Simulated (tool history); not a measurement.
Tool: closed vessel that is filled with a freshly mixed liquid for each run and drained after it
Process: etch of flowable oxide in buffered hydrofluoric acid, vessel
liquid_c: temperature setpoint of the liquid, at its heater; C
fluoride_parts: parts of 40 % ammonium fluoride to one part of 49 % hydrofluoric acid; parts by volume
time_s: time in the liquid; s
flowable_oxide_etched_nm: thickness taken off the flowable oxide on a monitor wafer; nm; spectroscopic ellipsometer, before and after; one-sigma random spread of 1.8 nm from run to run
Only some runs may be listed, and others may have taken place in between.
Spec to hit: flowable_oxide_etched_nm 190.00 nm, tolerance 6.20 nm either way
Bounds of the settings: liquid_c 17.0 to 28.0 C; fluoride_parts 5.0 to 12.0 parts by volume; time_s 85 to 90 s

{"run": 1, "hour": 0.0, "liquid_c": 20.0, "fluoride_parts": 7.0, "time_s": 85, "flowable_oxide_etched_nm": 265.49}
{"run": 2, "hour": 5.6, "liquid_c": 19.5, "fluoride_parts": 7.0, "time_s": 85, "flowable_oxide_etched_nm": 252.16}
{"run": 3, "hour": 12.9, "liquid_c": 19.5, "fluoride_parts": 7.0, "time_s": 90, "flowable_oxide_etched_nm": 275.44}
{"run": 4, "hour": 18.1, "liquid_c": 19.0, "fluoride_parts": 7.0, "time_s": 90, "flowable_oxide_etched_nm": 267.42}
{"run": 5, "hour": 22.9, "liquid_c": 20.5, "fluoride_parts": 7.0, "time_s": 90, "flowable_oxide_etched_nm": 288.27}
{"run": 6, "hour": 30.9, "liquid_c": 19.0, "fluoride_parts": 7.0, "time_s": 90, "flowable_oxide_etched_nm": 267.93}
{"run": 7, "hour": 36.3, "liquid_c": 18.5, "fluoride_parts": 7.0, "time_s": 90, "flowable_oxide_etched_nm": 254.62}
{"run": 8, "hour": 40.0, "liquid_c": 17.5, "fluoride_parts": 8.0, "time_s": 90, "flowable_oxide_etched_nm": 208.52}
{"run": 9, "hour": 41.1, "liquid_c": 17.0, "fluoride_parts": 8.0, "time_s": 90, "flowable_oxide_etched_nm": 203.94}

Which of these 4 next moves meets every target?
{"run": "A", "hour": 42.2, "liquid_c": 17.0, "fluoride_parts": 8.0, "time_s": 85, "flowable_oxide_etched_nm": "?"}
{"run": "B", "hour": 42.2, "liquid_c": 19.0, "fluoride_parts": 7.5, "time_s": 85, "flowable_oxide_etched_nm": "?"}
{"run": "C", "hour": 42.2, "liquid_c": 17.0, "fluoride_parts": 7.0, "time_s": 85, "flowable_oxide_etched_nm": "?"}
{"run": "D", "hour": 42.2, "liquid_c": 18.5, "fluoride_parts": 8.0, "time_s": 90, "flowable_oxide_etched_nm": "?"}

move=A flowable_oxide_etched_nm=195.85
move=B flowable_oxide_etched_nm=235.24
move=C flowable_oxide_etched_nm=226.28
move=D flowable_oxide_etched_nm=225.81
A: meets every target
B: misses by more than the last run did
C: misses by more than the last run did
D: misses by more than the last run did
Answer: A
